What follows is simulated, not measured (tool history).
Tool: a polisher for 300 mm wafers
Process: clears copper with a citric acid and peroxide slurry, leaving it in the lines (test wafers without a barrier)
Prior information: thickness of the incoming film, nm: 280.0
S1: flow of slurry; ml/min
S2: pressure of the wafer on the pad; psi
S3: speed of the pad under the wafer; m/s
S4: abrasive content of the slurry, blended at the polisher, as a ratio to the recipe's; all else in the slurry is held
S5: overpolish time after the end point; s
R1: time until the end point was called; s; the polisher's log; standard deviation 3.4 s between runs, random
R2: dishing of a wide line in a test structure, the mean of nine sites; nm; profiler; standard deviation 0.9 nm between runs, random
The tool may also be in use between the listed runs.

{"run": 1, "hour": 0.0, "S1": 220, "S2": 3, "S3": 0.94, "S4": 1, "S5": 25, "R1": 112.15, "R2": 42.461}
{"run": 2, "hour": 8.7, "S1": 220, "S2": 3.3, "S3": 0.94, "S4": 1, "S5": 25, "R1": 103.71, "R2": 46.476}
{"run": 3, "hour": 13.0, "S1": 220, "S2": 3.7, "S3": 0.94, "S4": 1, "S5": 25, "R1": 91.22, "R2": 50.578}
{"run": 4, "hour": 21.8, "S1": 220, "S2": 3.3, "S3": 0.94, "S4": 1, "S5": 25, "R1": 103.22, "R2": 47.797}
{"run": 5, "hour": 30.4, "S1": 220, "S2": 3.3, "S3": 1.12, "S4": 1, "S5": 25, "R1": 88.755, "R2": 51.04}
{"run": 6, "hour": 39.4, "S1": 220, "S2": 3.1, "S3": 1.08, "S4": 1, "S5": 26, "R1": 99.347, "R2": 51.632}
{"run": 7, "hour": 48.0, "S1": 220, "S2": 2.9, "S3": 1.06, "S4": 1, "S5": 26, "R1": 105.05, "R2": 46.821}
{"run": 8, "hour": 54.4, "S1": 220, "S2": 2.7, "S3": 1.04, "S4": 1, "S5": 27, "R1": 115.68, "R2": 46.636}
{"run": 9, "hour": 55.6, "S1": 220, "S2": 2.6, "S3": 1.02, "S4": 1, "S5": 27, "R1": 122.31, "R2": 41.383}
{"run": 10, "hour": 62.0, "S1": 220, "S2": 2.5, "S3": 1.02, "S4": 1, "S5": 28, "R1": 127.09, "R2": 40.855}
{"run": 11, "hour": 65.3, "S1": 220, "S2": 2.4, "S3": 1.02, "S4": 1, "S5": 29, "R1": 130.28, "R2": 42.593}

Predict the results of run 12:
{"run": 12, "hour": 66.7, "S1": 220, "S2": 2.3, "S3": 1.02, "S4": 1, "S5": 30, "R1": "?", "R2": "?"}

R1: 137.83 s
R2: 42.31 nm
